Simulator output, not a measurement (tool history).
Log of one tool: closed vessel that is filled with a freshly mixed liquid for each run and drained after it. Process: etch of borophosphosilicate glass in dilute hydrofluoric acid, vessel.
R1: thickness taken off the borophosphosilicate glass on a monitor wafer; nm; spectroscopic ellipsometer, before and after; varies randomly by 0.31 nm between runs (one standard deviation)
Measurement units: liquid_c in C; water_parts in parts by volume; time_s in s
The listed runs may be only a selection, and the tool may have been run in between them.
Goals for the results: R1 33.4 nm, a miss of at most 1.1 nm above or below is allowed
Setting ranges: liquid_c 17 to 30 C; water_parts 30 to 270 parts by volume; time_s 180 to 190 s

{"run": 1, "hour": 0.0, "liquid_c": 22, "water_parts": 150, "time_s": 180, "R1": 43.254}
{"run": 2, "hour": 2.6, "liquid_c": 19.5, "water_parts": 150, "time_s": 180, "R1": 38.924}
{"run": 3, "hour": 5.4, "liquid_c": 18.5, "water_parts": 155, "time_s": 180, "R1": 35.986}
{"run": 4, "hour": 14.5, "liquid_c": 21, "water_parts": 155, "time_s": 180, "R1": 39.878}
{"run": 5, "hour": 17.9, "liquid_c": 22.5, "water_parts": 155, "time_s": 180, "R1": 42.283}
{"run": 6, "hour": 20.2, "liquid_c": 21, "water_parts": 155, "time_s": 180, "R1": 39.834}
{"run": 7, "hour": 26.1, "liquid_c": 20, "water_parts": 155, "time_s": 180, "R1": 38.385}
{"run": 8, "hour": 29.1, "liquid_c": 19, "water_parts": 155, "time_s": 180, "R1": 37.128}
{"run": 9, "hour": 36.4, "liquid_c": 18.5, "water_parts": 155, "time_s": 180, "R1": 36.353}
{"run": 10, "hour": 37.4, "liquid_c": 18, "water_parts": 155, "time_s": 180, "R1": 35.19}
{"run": 11, "hour": 42.4, "liquid_c": 17.5, "water_parts": 155, "time_s": 180, "R1": 35.311}

Below are 4 possible settings for the next run. Only one of them brings all results inside the allowed miss of their targets. Which is it?
{"run": "A", "hour": 47.4, "liquid_c": 20, "water_parts": 180, "time_s": 185, "R1": "?"}
{"run": "B", "hour": 47.4, "liquid_c": 17, "water_parts": 170, "time_s": 180, "R1": "?"}
{"run": "C", "hour": 47.4, "liquid_c": 18, "water_parts": 150, "time_s": 180, "R1": "?"}
{"run": "D", "hour": 47.4, "liquid_c": 17, "water_parts": 140, "time_s": 180, "R1": "?"}

move=A R1=33.686
move=B R1=31.098
move=C R1=37.422
move=D R1=38.87
A: each result inside its tolerance
B: takes the biggest miss from the last run beyond its target
C: further off than the last run
D: further off than the last run
Answer: A
